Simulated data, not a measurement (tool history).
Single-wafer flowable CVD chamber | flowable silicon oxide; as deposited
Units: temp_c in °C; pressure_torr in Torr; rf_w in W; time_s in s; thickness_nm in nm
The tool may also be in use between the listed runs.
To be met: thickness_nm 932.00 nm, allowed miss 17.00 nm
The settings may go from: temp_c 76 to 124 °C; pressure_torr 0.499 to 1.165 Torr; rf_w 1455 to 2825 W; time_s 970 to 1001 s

run  hour  temp_c  pressure_torr  rf_w  time_s  thickness_nm
  1   0.0     100          0.832  2140     970        609.15
  2   9.2     100          0.832  2140     970        610.38
  3  17.3     100          0.832  2140    1001        632.22
  4  24.0     100          0.755  2140    1001        566.32
  5  30.0      95          0.756  2140    1001        661.19
  6  39.1      95          0.756  2140     970        645.04
  7  46.4      91          0.757  2140     970        726.44
  8  54.6      89          0.757  2140     970        758.40
  9  56.1      87          0.757  2140     970        805.14
 10  61.2      85          0.757  2140     970        853.90
 11  66.9      84          0.757  2140     970        874.09
 12  74.6      83          0.757  2140     970        889.28

Which of these 5 next moves meets every target?
  A  82.3      86          0.862  2055     970             ?
  B  82.3      82          0.730  2215     976             ?
  C  82.3      83          0.745  1885     970             ?
  D  82.3      83          0.685  2300     989             ?
  E  82.3      82          0.742  2080     970             ?

move  thickness_nm
   A        938.33
   B        899.96
   C        871.72
   D        838.47
   E        901.94
A: meets every target
B: nearer than the last run, and not there yet
C: further off than the last run
D: further off than the last run
E: nearer than the last run, and not there yet
The right move is A.
